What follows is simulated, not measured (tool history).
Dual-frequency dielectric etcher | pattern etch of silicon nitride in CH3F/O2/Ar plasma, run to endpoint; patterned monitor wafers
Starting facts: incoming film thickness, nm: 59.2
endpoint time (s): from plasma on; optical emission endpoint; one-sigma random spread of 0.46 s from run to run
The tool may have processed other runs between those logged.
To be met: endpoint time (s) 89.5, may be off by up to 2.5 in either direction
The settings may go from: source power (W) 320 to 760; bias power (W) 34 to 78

run,hour,source power (W),bias power (W),endpoint time (s)
1,0,540,56,76.048
2,5.6,500,54,79.371
3,6.6,580,54,74.159
4,8.3,530,52,78.525
5,13.5,500,51,80.198
6,18.4,500,56,77.851
7,19,460,54,82.277
8,26.4,440,53,84.149
9,35.2,430,53,84.652
10,35.8,420,53,85.654
11,40.9,410,53,87.653

Exactly one of the 5 candidate moves below puts every result within its allowed miss. Which one?
A,46,460,50,?
B,46,380,55,?
C,46,390,65,?
D,46,440,52,?
E,46,420,57,?

move,endpoint time (s)
A,83.531
B,88.358
C,82.803
D,84.196
E,83.558
A: the biggest miss grows against the last run
B: hits every target within its allowed miss
C: the biggest miss grows against the last run
D: the biggest miss grows against the last run
E: the biggest miss grows against the last run
B meets every target.

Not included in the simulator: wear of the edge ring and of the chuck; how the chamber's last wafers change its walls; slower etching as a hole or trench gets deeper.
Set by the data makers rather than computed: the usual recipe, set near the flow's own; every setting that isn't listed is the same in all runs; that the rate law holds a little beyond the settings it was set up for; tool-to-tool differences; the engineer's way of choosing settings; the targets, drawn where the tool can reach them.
